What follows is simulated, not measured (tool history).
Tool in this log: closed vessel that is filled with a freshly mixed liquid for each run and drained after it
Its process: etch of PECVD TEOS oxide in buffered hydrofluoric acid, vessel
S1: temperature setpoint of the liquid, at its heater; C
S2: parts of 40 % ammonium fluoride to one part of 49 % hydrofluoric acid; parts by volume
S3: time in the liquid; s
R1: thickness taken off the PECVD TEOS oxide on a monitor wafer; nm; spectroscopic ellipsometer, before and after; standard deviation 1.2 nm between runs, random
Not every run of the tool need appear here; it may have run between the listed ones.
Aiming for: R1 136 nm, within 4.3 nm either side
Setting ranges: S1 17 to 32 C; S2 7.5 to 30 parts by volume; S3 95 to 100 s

run 1 hour=0 | S1=24 S2=21 S3=95 | R1=90.875
run 2 hour=7.2 | S1=24 S2=21 S3=95 | R1=91.998
run 3 hour=12.4 | S1=24 S2=21 S3=95 | R1=91.369
run 4 hour=17.1 | S1=26.5 S2=21 S3=95 | R1=104.93
run 5 hour=24 | S1=23 S2=21 S3=95 | R1=85.933
run 6 hour=29.1 | S1=23 S2=21 S3=100 | R1=90.234
run 7 hour=29.8 | S1=24.5 S2=21 S3=100 | R1=98.898
run 8 hour=31.3 | S1=25.5 S2=21 S3=100 | R1=103.32
run 9 hour=31.9 | S1=26.5 S2=21 S3=100 | R1=110.7
run 10 hour=38.6 | S1=27.5 S2=21 S3=100 | R1=113.18
run 11 hour=45 | S1=28.5 S2=21 S3=100 | R1=121.53
run 12 hour=47.7 | S1=29 S2=21 S3=100 | R1=124.87
run 13 hour=52 | S1=29.5 S2=21 S3=100 | R1=128.56

Exactly one of the 4 candidate moves below puts every result within its allowed miss. Which one?
run A hour=56.3 | S1=30 S2=22.5 S3=100 | R1=?
run B hour=56.3 | S1=22.5 S2=13.5 S3=100 | R1=?
run C hour=56.3 | S1=31.5 S2=23 S3=95 | R1=?
run D hour=56.3 | S1=29 S2=21 S3=95 | R1=?

move=A R1=126.11
move=B R1=134.24
move=C R1=127.72
move=D R1=119.11
A: lands further from the targets than the last run did
B: each result inside its tolerance
C: lands further from the targets than the last run did
D: lands further from the targets than the last run did
Correct choice: B, which meets every target
